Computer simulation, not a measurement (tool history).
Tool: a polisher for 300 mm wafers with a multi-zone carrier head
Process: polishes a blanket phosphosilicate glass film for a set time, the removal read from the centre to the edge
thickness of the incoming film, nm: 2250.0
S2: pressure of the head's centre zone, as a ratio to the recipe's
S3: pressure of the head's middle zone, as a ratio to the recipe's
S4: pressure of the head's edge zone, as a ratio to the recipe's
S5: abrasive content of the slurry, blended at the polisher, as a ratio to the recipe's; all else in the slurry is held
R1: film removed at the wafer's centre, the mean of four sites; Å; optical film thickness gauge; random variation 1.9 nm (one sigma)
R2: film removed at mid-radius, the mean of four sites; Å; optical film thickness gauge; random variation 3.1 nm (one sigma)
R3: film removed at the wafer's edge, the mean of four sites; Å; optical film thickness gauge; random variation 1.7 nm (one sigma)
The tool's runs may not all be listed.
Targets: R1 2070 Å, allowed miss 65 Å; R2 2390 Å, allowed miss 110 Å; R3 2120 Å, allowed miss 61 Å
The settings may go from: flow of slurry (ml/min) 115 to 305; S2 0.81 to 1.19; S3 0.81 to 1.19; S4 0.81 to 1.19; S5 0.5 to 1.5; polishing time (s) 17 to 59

{"run": 1, "hour": 0.0, "flow of slurry (ml/min)": 195, "S2": 1, "S3": 1, "S4": 1, "S5": 1, "polishing time (s)": 38, "R1": 3727.1, "R2": 3710.7, "R3": 3656.5}
{"run": 2, "hour": 5.5, "flow of slurry (ml/min)": 195, "S2": 1, "S3": 1, "S4": 1, "S5": 1.1, "polishing time (s)": 38, "R1": 3891, "R2": 3910, "R3": 3876.9}
{"run": 3, "hour": 12.5, "flow of slurry (ml/min)": 195, "S2": 1, "S3": 1.05, "S4": 1, "S5": 1.1, "polishing time (s)": 38, "R1": 3902.9, "R2": 4087, "R3": 3869.1}
{"run": 4, "hour": 16.2, "flow of slurry (ml/min)": 190, "S2": 0.99, "S3": 1.05, "S4": 0.98, "S5": 1.05, "polishing time (s)": 37, "R1": 3678.1, "R2": 3898.3, "R3": 3604.5}
{"hour": 17.4, "done": "slurry nozzle cleaned"}
{"run": 5, "hour": 17.4, "flow of slurry (ml/min)": 185, "S2": 0.97, "S3": 1.04, "S4": 0.97, "S5": 1, "polishing time (s)": 36, "R1": 3562.1, "R2": 3769.1, "R3": 3539.6}
{"run": 6, "hour": 20.6, "flow of slurry (ml/min)": 185, "S2": 0.97, "S3": 1.04, "S4": 0.92, "S5": 1, "polishing time (s)": 36, "R1": 3607.1, "R2": 3831, "R3": 3439}
{"run": 7, "hour": 29.5, "flow of slurry (ml/min)": 185, "S2": 0.96, "S3": 1.04, "S4": 0.92, "S5": 0.95, "polishing time (s)": 35, "R1": 3342, "R2": 3633.2, "R3": 3232.9}
{"run": 8, "hour": 31.3, "flow of slurry (ml/min)": 185, "S2": 0.95, "S3": 1.03, "S4": 0.92, "S5": 0.9, "polishing time (s)": 34, "R1": 3091.9, "R2": 3477, "R3": 3068.6}
{"run": 9, "hour": 39.1, "flow of slurry (ml/min)": 165, "S2": 0.94, "S3": 0.93, "S4": 0.84, "S5": 0.65, "polishing time (s)": 28, "R1": 2106.7, "R2": 2051.5, "R3": 1997.2}
{"run": 10, "hour": 45.4, "flow of slurry (ml/min)": 170, "S2": 0.93, "S3": 0.94, "S4": 0.84, "S5": 0.65, "polishing time (s)": 28, "R1": 2106.2, "R2": 2164.3, "R3": 2009.2}
{"run": 11, "hour": 54.2, "flow of slurry (ml/min)": 175, "S2": 0.92, "S3": 0.94, "S4": 0.84, "S5": 0.65, "polishing time (s)": 28, "R1": 2045.6, "R2": 2172.8, "R3": 2030.9}

Which of these 5 next moves meets every target?
{"run": "A", "hour": 63.0, "flow of slurry (ml/min)": 170, "S2": 0.95, "S3": 0.92, "S4": 0.86, "S5": 0.65, "polishing time (s)": 29, "R1": "?", "R2": "?", "R3": "?"}
{"run": "B", "hour": 63.0, "flow of slurry (ml/min)": 205, "S2": 0.9, "S3": 0.88, "S4": 0.9, "S5": 0.75, "polishing time (s)": 26, "R1": "?", "R2": "?", "R3": "?"}
{"run": "C", "hour": 63.0, "flow of slurry (ml/min)": 185, "S2": 0.92, "S3": 0.97, "S4": 0.83, "S5": 0.65, "polishing time (s)": 28, "R1": "?", "R2": "?", "R3": "?"}
{"run": "D", "hour": 63.0, "flow of slurry (ml/min)": 115, "S2": 0.89, "S3": 0.87, "S4": 0.93, "S5": 0.8, "polishing time (s)": 29, "R1": "?", "R2": "?", "R3": "?"}
{"run": "E", "hour": 63.0, "flow of slurry (ml/min)": 230, "S2": 0.87, "S3": 0.98, "S4": 0.83, "S5": 0.9, "polishing time (s)": 24, "R1": "?", "R2": "?", "R3": "?"}

move=A R1=2134.6 R2=2139 R3=2095.2
move=B R1=2041 R2=2074.4 R3=2134.1
move=C R1=2030.8 R2=2192.4 R3=2012.7
move=D R1=2018.6 R2=2091.3 R3=2287
move=E R1=2044.7 R2=2346.8 R3=2116.9
A: further off than the last run
B: further off than the last run
C: nearer than the last run, and not there yet
D: further off than the last run
E: meets every target
Move E is the one to make.

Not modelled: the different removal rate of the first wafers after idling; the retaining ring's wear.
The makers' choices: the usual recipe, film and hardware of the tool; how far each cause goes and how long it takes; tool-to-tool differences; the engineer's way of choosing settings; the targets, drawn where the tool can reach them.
